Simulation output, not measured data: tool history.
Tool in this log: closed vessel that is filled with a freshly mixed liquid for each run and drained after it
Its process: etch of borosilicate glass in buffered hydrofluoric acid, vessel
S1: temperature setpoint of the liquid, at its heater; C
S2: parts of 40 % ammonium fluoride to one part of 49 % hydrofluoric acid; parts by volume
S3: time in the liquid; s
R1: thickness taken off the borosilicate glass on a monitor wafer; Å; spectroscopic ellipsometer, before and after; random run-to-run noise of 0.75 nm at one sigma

| run | hour | S1 | S2 | S3 | R1 |
|---|---|---|---|---|---|
| 1 | 0 | 21 | 9.5 | 95 | 922.81 |
| 2 | 6.1 | 19.5 | 9.5 | 95 | 863.71 |
| 3 | 8 | 19.5 | 9.5 | 95 | 839.92 |
| 4 | 14.1 | 20.5 | 9.5 | 95 | 903.49 |
| 5 | 15.6 | 21.5 | 9.5 | 95 | 941.96 |
| 6 | 16.6 | 22.5 | 9.5 | 95 | 1002.2 |
| 7 | 25.2 | 23 | 9.5 | 95 | 1025.6 |

Predict the results of run 8:
| 8 | 30.9 | 23.5 | 9.5 | 95 | ? |

Run 8 measured R1 1062 Å.
